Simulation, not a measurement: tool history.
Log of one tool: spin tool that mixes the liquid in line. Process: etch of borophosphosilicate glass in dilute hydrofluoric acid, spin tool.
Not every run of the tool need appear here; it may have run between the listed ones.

run,hour,temperature setpoint of the liquid (C),parts of water to one part of 49 % hydrofluoric acid (parts by volume),time under the liquid (s),thickness taken off the borophosphosilicate glass on a monitor wafer (angstrom)
1,0,23,195,290,540.56
2,4.2,25,190,290,605.6
3,7.5,27.5,190,290,661.63
4,11.9,28.5,185,290,706.89
5,19.5,28.5,185,290,705.63
6,20.7,29,180,290,743.58
7,29.4,29.5,180,290,756.69

Run 8 has not been measured yet. What should we expect?
8,36.5,30,180,290,?

thickness taken off the borophosphosilicate glass on a monitor wafer (angstrom): 767.2
